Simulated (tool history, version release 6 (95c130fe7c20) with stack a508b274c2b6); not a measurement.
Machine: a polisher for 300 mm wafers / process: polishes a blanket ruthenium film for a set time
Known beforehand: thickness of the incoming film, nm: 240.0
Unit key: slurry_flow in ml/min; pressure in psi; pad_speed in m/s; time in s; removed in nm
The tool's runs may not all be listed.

run 1 day=0.000 | slurry_flow=130 pressure=2.6 pad_speed=1.22 time=26 | removed=38.873
run 2 day=0.358 | slurry_flow=130 pressure=2.7 pad_speed=1.22 time=26 | removed=40.227
run 3 day=0.650 | slurry_flow=130 pressure=2.8 pad_speed=1.22 time=26 | removed=42.241
run 4 day=0.825 | slurry_flow=130 pressure=2.8 pad_speed=1.22 time=23 | removed=37.520
run 5 day=1.138 | slurry_flow=130 pressure=3.0 pad_speed=1.22 time=23 | removed=40.110
run 6 day=1.458 | slurry_flow=145 pressure=3.0 pad_speed=1.22 time=23 | removed=40.713

What does the tool deliver on the next run?
run 7 day=1.596 | slurry_flow=145 pressure=3.1 pad_speed=1.24 time=23 | removed=?

{"run 7": {"removed": 43.632}}
